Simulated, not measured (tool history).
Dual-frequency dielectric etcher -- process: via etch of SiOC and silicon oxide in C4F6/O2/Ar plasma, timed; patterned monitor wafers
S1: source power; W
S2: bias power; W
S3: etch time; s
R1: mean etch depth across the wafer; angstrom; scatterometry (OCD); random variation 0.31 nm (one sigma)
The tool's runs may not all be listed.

run	hour	S1	S2	S3	R1
1	0	420	131	79.5	872.52
2	1	420	107	79.5	796.48
3	6	420	107	83	833.63
4	9.9	450	107	83	863.15
5	13.9	450	85	83	777.17
6	15.6	440	84	83	763.63

Expected results for the next run?
7	17	430	83	83	?

Run 7 came out at R1 747.54 angstrom.

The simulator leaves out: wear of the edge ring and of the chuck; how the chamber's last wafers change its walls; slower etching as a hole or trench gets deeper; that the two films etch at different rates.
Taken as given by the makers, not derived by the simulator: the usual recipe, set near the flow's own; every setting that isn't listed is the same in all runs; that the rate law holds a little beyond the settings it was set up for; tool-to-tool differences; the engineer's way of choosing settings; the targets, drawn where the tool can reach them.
